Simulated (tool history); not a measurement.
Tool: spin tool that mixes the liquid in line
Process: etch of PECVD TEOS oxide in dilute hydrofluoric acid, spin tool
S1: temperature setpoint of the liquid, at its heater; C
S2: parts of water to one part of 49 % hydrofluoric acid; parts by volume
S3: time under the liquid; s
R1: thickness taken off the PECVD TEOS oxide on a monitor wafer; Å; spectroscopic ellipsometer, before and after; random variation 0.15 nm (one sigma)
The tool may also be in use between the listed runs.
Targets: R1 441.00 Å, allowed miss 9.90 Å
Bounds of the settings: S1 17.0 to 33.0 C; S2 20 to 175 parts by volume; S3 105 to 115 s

run	day	S1	S2	S3	R1
1	0.000	25.0	95	105	263.75
2	0.338	26.5	90	105	297.00
3	0.600	28.0	85	105	333.58
4	0.875	28.0	85	105	335.99
5	1.158	29.0	85	105	349.77
6	1.392	29.0	110	105	260.23
7	1.725	30.0	105	105	284.92
8	2.083	30.5	100	105	307.08
9	2.358	31.0	95	105	334.32
10	2.529	31.5	90	105	361.44
11	2.875	32.0	85	105	393.02
12	2.958	32.5	80	105	427.75

Which of these 5 next moves meets every target?
A	3.042	31.5	80	105	?
B	3.042	33.0	75	105	?
C	3.042	32.5	75	105	?
D	3.042	33.0	85	115	?
E	3.042	30.5	75	115	?

move	R1
A	411.37
B	467.79
C	459.12
D	445.04
E	466.19
A: further off than the last run
B: takes the result that was furthest off past its target
C: takes the result that was furthest off past its target
D: meets every target
E: takes the result that was furthest off past its target
The right move is D.
